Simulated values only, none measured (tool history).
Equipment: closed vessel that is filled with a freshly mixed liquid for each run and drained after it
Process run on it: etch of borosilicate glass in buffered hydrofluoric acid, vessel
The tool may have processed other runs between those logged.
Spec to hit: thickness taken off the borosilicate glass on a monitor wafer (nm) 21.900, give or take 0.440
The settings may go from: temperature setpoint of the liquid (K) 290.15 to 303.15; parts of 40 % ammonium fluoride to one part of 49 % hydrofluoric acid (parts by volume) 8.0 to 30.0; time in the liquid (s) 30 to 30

| run | hour | temperature setpoint of the liquid (K) | parts of 40 % ammonium fluoride to one part of 49 % hydrofluoric acid (parts by volume) | time in the liquid (s) | thickness taken off the borosilicate glass on a monitor wafer (nm) |
|---|---|---|---|---|---|
| 1 | 0.0 | 295.15 | 22.5 | 30 | 16.415 |
| 2 | 2.9 | 295.15 | 22.5 | 30 | 16.491 |
| 3 | 10.4 | 295.15 | 22.5 | 30 | 16.521 |
| 4 | 13.7 | 295.15 | 20.0 | 30 | 18.170 |
| 5 | 15.4 | 295.15 | 25.5 | 30 | 15.132 |
| 6 | 17.0 | 292.65 | 25.5 | 30 | 13.159 |
| 7 | 25.1 | 294.65 | 25.5 | 30 | 14.705 |
| 8 | 31.9 | 298.65 | 25.0 | 30 | 18.515 |
|  | 35.9 | hydrofluoric acid flow meter replaced |
| 9 | 35.9 | 299.15 | 25.0 | 30 | 18.108 |
| 10 | 44.9 | 300.15 | 25.0 | 30 | 19.125 |

Which one of the following 4 next-run settings gets every result inside its allowed miss? There is exactly one.
| A | 53.9 | 303.15 | 25.5 | 30 | ? |
| B | 53.9 | 303.15 | 23.5 | 30 | ? |
| C | 53.9 | 303.15 | 24.5 | 30 | ? |
| D | 53.9 | 299.65 | 21.0 | 30 | ? |

| move | thickness taken off the borosilicate glass on a monitor wafer (nm) |
|---|---|
| A | 22.139 |
| B | 23.415 |
| C | 22.755 |
| D | 21.044 |
A: all results in spec
B: carries the result that was furthest off beyond its target, to the other side
C: carries the result that was furthest off beyond its target, to the other side
D: moves toward the targets from the last run without getting all of them in spec
Correct choice: A, which meets every target

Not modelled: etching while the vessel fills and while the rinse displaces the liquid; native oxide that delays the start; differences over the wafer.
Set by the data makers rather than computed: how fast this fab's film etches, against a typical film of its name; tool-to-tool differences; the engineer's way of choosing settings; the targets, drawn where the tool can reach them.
